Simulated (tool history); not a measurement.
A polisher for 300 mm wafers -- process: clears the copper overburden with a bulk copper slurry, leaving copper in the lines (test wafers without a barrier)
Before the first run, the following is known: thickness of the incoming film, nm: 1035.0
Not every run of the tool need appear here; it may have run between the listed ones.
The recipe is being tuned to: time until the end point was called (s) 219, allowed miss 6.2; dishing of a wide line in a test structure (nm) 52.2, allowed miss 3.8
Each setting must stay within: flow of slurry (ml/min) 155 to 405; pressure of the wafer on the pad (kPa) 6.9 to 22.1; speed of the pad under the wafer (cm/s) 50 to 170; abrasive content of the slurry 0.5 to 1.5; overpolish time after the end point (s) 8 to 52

run,hour,flow of slurry (ml/min),pressure of the wafer on the pad (kPa),speed of the pad under the wafer (cm/s),abrasive content of the slurry,overpolish time after the end point (s),time until the end point was called (s),dishing of a wide line in a test structure (nm)
1,0,260,14.5,110,1,26,147,61.383
2,6.7,260,13.1,110,1,26,162.31,59.94
3,8.8,260,12.4,110,1,25,170.05,58.086
4,13.2,260,11.7,110,1,25,175.23,57.05
5,16,260,11.7,110,1.1,25,172.37,54.906
6,24.3,260,11,110,1.1,26,180.03,56.895
7,26,260,10.3,110,1.1,26,194.74,53.971
8,35,255,9.7,110,1.1,27,206.79,51.536
9,39.8,250,9.7,110,1.1,28,208.45,53.604
10,46,240,9.7,110,1.1,28,210.84,54.263

Of the 5 settings listed for the next run, only one would bring every result within its allowed miss of target. Which one?
A,52.2,290,12.4,88,1.05,32,?,?
B,52.2,260,10.3,106,1.1,27,?,?
C,52.2,215,8.3,126,0.95,30,?,?
D,52.2,265,9.7,112,1.1,27,?,?
E,52.2,255,11,102,1.1,23,?,?

move,time until the end point was called (s),dishing of a wide line in a test structure (nm)
A,204.12,56.74
B,200.82,52.406
C,220.81,50.96
D,202.05,51.794
E,197.12,49.833
A: the biggest miss grows against the last run
B: the biggest miss grows against the last run
C: meets every target
D: the biggest miss grows against the last run
E: the biggest miss grows against the last run
C is the move that brings every result within its allowed miss.

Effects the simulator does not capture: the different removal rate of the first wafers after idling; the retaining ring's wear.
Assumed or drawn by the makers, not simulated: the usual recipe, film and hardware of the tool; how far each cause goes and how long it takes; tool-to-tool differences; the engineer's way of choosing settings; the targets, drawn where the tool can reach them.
